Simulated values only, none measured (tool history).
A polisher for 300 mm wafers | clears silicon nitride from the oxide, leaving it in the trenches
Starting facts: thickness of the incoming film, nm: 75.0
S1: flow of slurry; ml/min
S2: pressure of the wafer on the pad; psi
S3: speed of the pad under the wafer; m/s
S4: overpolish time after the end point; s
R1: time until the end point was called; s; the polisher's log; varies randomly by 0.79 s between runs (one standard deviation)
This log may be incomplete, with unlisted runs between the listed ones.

run	hour	S1	S2	S3	S4	R1
1	0.0	170	2.9	1.04	42	68.300
2	4.5	170	3.2	1.06	42	63.539
3	5.3	170	3.5	1.10	42	56.479
4	6.5	170	3.8	1.10	42	53.535
5	12.3	170	3.9	1.12	42	50.085
6	13.0	170	3.9	1.12	42	50.048
7	14.3	170	4.0	1.14	42	49.014
8	16.4	170	4.1	1.16	42	46.629

Run 9 comes next. What will it give?
9	24.7	170	4.2	1.16	42	?

R1: 46.234 s
